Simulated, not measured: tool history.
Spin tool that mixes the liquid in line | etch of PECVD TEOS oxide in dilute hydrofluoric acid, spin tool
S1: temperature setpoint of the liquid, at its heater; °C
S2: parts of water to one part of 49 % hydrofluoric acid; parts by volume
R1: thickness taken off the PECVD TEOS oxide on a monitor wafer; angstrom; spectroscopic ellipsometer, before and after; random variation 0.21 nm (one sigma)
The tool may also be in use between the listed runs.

run 1 hour=0 | S1=23 S2=150 time_under_the_liquid_(s)=305 | R1=200.29
run 2 hour=4.9 | S1=23 S2=150 time_under_the_liquid_(s)=330 | R1=216.73
run 3 hour=12.9 | S1=23 S2=120 time_under_the_liquid_(s)=330 | R1=284.52
run 4 hour=15.6 | S1=24 S2=120 time_under_the_liquid_(s)=330 | R1=294.41
run 5 hour=18 | S1=24 S2=120 time_under_the_liquid_(s)=330 | R1=291.08
run 6 hour=19 | S1=25 S2=120 time_under_the_liquid_(s)=330 | R1=306.11

Forecast run 7:
run 7 hour=21.4 | S1=25.5 S2=120 time_under_the_liquid_(s)=330 | R1=?

Run 7 gave R1 308.65 angstrom.
